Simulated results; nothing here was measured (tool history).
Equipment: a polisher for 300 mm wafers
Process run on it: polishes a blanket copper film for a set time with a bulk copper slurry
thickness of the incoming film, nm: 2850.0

run,hour,flow of slurry (ml/min),pressure of the wafer on the pad (psi),speed of the pad under the wafer (m/s),abrasive content of the slurry,polishing time (s),film removed (angstrom)
1,0,130,2.2,1.34,1,25,2137.9
2,2.1,125,1.9,1.3,1,25,1809.2
3,5.3,125,1.9,1.54,1,25,2117.4
4,12.2,120,1.6,1.46,1,25,1695
5,20.1,115,1.4,1.42,1,25,1450.8
6,28.2,110,1.3,1.42,1,25,1344.9
7,30.9,90,1,1.4,1,25,994.28
# hour 32.4: head pressure recalibrated
8,32.4,115,1,1.4,1,25,925.44
9,38.1,95,1.4,1.42,1,25,1277

Forecast run 10:
10,44.1,90,1.4,1.42,1,25,?

Run 10 produced film removed (angstrom) 1236.1.
